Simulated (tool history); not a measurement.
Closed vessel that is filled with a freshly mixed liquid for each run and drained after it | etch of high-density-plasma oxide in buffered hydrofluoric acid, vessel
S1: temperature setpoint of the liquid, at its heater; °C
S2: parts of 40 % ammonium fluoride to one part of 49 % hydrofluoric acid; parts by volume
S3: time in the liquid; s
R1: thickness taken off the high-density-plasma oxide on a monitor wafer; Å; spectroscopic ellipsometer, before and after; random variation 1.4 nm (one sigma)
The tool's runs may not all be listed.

run	hour	S1	S2	S3	R1
1	0.0	23.0	12.5	105	849.38
2	3.0	25.5	11.5	105	1047.50
3	6.1	22.0	11.5	105	872.69
4	8.5	19.5	11.5	105	760.18
5	9.8	23.0	10.5	105	1007.30
6	13.2	20.0	10.5	105	863.89

The next listed run, before its measurement:
7	17.1	23.5	10.0	105	?

R1: 1092.70 Å
